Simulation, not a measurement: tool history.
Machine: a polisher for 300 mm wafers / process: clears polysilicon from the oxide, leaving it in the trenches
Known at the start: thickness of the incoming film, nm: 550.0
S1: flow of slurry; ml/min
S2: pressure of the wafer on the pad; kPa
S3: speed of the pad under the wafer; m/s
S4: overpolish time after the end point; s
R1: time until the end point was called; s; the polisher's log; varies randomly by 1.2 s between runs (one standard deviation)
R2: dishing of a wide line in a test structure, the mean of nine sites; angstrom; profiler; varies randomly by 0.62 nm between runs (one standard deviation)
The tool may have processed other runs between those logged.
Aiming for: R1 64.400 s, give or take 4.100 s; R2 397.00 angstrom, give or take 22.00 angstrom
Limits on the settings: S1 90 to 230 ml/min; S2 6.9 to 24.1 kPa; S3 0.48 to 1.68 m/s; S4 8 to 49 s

run    day   S1    S2    S3  S4      R1      R2
  1  0.000  150  15.2  1.08  25  61.343  629.91
  2  0.229  155  14.5  1.08  20  61.225  609.03
  3  0.296  180  12.4  1.14  16  69.317  535.15
  4  0.521  195  11.0  1.30  14  67.040  500.25
  5  0.571  205   9.7  1.42  12  69.401  458.04
  6  0.604  205   9.7  1.60  12  63.254  493.93
  7  0.979  215   9.7  1.54  11  65.091  472.24
  8  1.346  215   9.7  1.54  11  67.470  465.98
  9  1.554  220   9.7  1.58  10  64.421  445.83
 10  1.700  225  10.3  1.52   9  62.642  445.73
 11  1.888  225  10.3  1.44   9  64.173  411.64

Which one of the following 4 next-run settings gets every result inside its allowed miss? There is exactly one.
  A  2.075  225  10.3  1.44  11   ?   ?
  B  2.075  225  11.0  1.48   9   ?   ?
  C  2.075  230  11.0  1.34   8   ?   ?
  D  2.075  220  10.3  1.52  10   ?   ?

move      R1      R2
   A  65.371  469.97
   B  60.021  442.49
   C  65.190  394.05
   D  62.552  457.83
A: the biggest miss grows against the last run
B: the biggest miss grows against the last run
C: every result within its allowed miss
D: the biggest miss grows against the last run
C is the move that brings every result within its allowed miss.
